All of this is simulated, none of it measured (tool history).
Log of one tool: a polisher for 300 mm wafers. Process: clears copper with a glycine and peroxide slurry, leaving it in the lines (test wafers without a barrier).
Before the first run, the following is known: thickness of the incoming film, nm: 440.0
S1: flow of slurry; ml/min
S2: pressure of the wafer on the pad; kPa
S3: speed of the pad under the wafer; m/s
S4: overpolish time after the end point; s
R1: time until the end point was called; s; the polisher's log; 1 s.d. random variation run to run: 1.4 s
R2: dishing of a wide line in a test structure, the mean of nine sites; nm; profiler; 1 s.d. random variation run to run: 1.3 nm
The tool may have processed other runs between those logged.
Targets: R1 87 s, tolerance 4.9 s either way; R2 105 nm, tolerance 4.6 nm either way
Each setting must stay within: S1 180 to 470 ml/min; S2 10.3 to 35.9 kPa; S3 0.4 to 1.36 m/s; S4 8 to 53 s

run  hour   S1    S2    S3  S4      R1      R2
  1     0  300  22.8  0.88  27  70.731  91.394
  2   6.6  300    20  0.88  27  76.707  83.704
  3  12.1  300    20  0.88  20  76.655  68.955
  4  18.7  300    20  0.66  20  96.754  57.454
  5  26.1  300    20  0.66  29   96.85   77.56
  6  32.1  300  15.9  0.66  29  116.96  65.397
  7  35.5  300  17.9  0.66  31  105.24  75.432
  8  41.2  300  23.4  0.62  39   91.09   98.88

5 candidate next runs follow, results not yet known. Just one meets every target within its allowed miss. Identify it.
  A  46.9  305  22.8  0.68  53   ?   ?
  B  46.9  280  24.1  0.64  48   ?   ?
  C  46.9  325  20.7  0.58  49   ?   ?
  D  46.9  325  25.5  0.58  50   ?   ?
  E  46.9  265  22.8  0.66  45   ?   ?

move      R1      R2
   A  84.725   117.9
   B  85.595  112.87
   C  102.81  104.01
   D  87.289  115.29
   E  88.084   107.1
A: pushes the last run's worst result past its target
B: pushes the last run's worst result past its target
C: gets the furthest-off result to its target, but another result is out of tolerance
D: pushes the last run's worst result past its target
E: every result lands within tolerance
Go with E: it meets all targets.

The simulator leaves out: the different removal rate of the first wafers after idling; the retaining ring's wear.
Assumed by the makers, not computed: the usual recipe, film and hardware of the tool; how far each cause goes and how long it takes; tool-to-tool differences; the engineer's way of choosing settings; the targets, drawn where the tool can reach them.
